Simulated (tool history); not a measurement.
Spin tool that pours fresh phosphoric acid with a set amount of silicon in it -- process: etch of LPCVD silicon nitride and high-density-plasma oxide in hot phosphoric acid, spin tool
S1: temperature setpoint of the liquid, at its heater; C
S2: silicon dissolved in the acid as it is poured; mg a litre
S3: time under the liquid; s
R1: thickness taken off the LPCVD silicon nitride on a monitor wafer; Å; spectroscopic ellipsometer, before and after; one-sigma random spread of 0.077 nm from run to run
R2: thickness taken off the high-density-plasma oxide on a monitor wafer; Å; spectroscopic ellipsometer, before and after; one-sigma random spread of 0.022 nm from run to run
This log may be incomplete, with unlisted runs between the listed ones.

{"run": 1, "hour": 0.0, "S1": 162.0, "S2": 9.5, "S3": 180, "R1": 168.95, "R2": 4.6838}
{"run": 2, "hour": 1.3, "S1": 161.5, "S2": 8.5, "S3": 170, "R1": 157.98, "R2": 5.0672}
{"run": 3, "hour": 7.2, "S1": 161.0, "S2": 9.0, "S3": 165, "R1": 148.03, "R2": 3.6593}
{"run": 4, "hour": 12.0, "S1": 161.0, "S2": 9.0, "S3": 95, "R1": 85.436, "R2": 2.2204}
{"run": 5, "hour": 12.9, "S1": 161.0, "S2": 9.0, "S3": 140, "R1": 126.75, "R2": 3.4569}
{"run": 6, "hour": 15.1, "S1": 162.5, "S2": 9.0, "S3": 140, "R1": 133.13, "R2": 4.0642}
{"run": 7, "hour": 23.5, "S1": 162.0, "S2": 8.0, "S3": 140, "R1": 129.5, "R2": 3.5717}
{"run": 8, "hour": 26.8, "S1": 161.5, "S2": 9.5, "S3": 140, "R1": 128.77, "R2": 3.5342}
{"run": 9, "hour": 32.5, "S1": 161.5, "S2": 8.5, "S3": 140, "R1": 127.94, "R2": 3.7279}
{"run": 10, "hour": 37.2, "S1": 161.0, "S2": 8.0, "S3": 140, "R1": 126.41, "R2": 3.6443}
{"run": 11, "hour": 39.4, "S1": 161.0, "S2": 7.5, "S3": 135, "R1": 121.37, "R2": 2.9889}

Run 12, settings as shown, results not yet in. Your forecast:
{"run": 12, "hour": 45.1, "S1": 161.0, "S2": 9.0, "S3": 135, "R1": "?", "R2": "?"}

R1: 122.430 Å
R2: 3.2691 Å
